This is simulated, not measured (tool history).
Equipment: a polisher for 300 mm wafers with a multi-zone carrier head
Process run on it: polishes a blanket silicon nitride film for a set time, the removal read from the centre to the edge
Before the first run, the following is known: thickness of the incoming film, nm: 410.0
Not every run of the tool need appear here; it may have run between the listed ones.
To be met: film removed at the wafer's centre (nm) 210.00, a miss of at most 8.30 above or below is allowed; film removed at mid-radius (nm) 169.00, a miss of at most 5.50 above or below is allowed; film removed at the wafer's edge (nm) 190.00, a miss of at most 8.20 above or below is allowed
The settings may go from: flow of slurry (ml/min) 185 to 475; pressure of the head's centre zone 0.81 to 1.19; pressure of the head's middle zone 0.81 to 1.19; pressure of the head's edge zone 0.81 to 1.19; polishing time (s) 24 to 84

run,day,flow of slurry (ml/min),pressure of the head's centre zone,pressure of the head's middle zone,pressure of the head's edge zone,polishing time (s),film removed at the wafer's centre (nm),film removed at mid-radius (nm),film removed at the wafer's edge (nm)
1,0.000,305,1.00,1.00,1.00,54,155.78,149.57,155.00
2,0.258,305,1.00,1.00,1.00,67,189.06,185.23,185.36
3,0.488,305,1.00,1.00,0.91,67,193.65,185.98,181.85
4,0.658,305,1.00,1.00,0.97,67,193.28,182.94,194.23
5,0.929,305,1.01,0.99,0.97,67,191.68,183.45,190.94
6,0.983,305,1.03,0.98,0.96,67,196.68,181.62,182.69
7,1.271,305,1.03,0.96,0.97,67,194.63,176.32,190.20
8,1.325,305,1.04,0.96,0.97,67,197.63,180.87,187.85

Which of these 4 next moves meets every target?
A,1.379,345,1.19,0.97,0.92,62,?,?,?
B,1.379,275,1.09,0.90,0.97,68,?,?,?
C,1.379,365,1.07,0.94,0.96,68,?,?,?
D,1.379,250,1.14,0.81,1.04,74,?,?,?

move,film removed at the wafer's centre (nm),film removed at mid-radius (nm),film removed at the wafer's edge (nm)
A,210.13,168.38,168.14
B,207.58,169.72,185.84
C,210.82,180.96,188.92
D,231.80,167.63,207.53
A: the furthest-off result lands on target, but another misses its tolerance
B: in spec on every target
C: no better and no worse than the last run
D: the furthest-off result lands on target, but another misses its tolerance
Go with B: it meets all targets.

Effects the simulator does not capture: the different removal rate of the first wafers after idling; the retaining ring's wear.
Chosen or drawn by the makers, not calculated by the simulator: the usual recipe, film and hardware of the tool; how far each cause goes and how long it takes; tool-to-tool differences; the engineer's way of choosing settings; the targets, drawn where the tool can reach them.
